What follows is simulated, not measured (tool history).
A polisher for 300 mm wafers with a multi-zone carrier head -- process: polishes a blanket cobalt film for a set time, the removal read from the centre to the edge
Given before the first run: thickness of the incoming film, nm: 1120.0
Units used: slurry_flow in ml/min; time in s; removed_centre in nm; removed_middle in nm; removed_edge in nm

run,hour,slurry_flow,centre_zone,middle_zone,edge_zone,time,removed_centre,removed_middle,removed_edge
1,0,190,1,1,1,49,252.82,245.14,256.76
2,2.8,190,1,1,1,44,224.35,224.08,231.49
3,7.8,190,1,0.96,1,44,224.42,215.57,228.66
4,10.2,195,1.01,0.98,0.97,42,213.02,206.63,218.39
5,18,160,1.01,0.98,0.97,42,212.85,203.5,209.78
6,20.5,160,0.95,0.98,0.97,42,203.87,203.38,209.33
7,23.5,155,0.97,1,0.94,42,199.1,207.46,203.96
8,32,150,1,1.01,0.92,42,206.58,207.05,205.55

What will run 9 give?
9,37.6,145,1.03,1.03,0.9,41,?,?,?

Logged for run 9: removed_centre 207.04 nm, removed_middle 206.53 nm, removed_edge 195.66 nm.
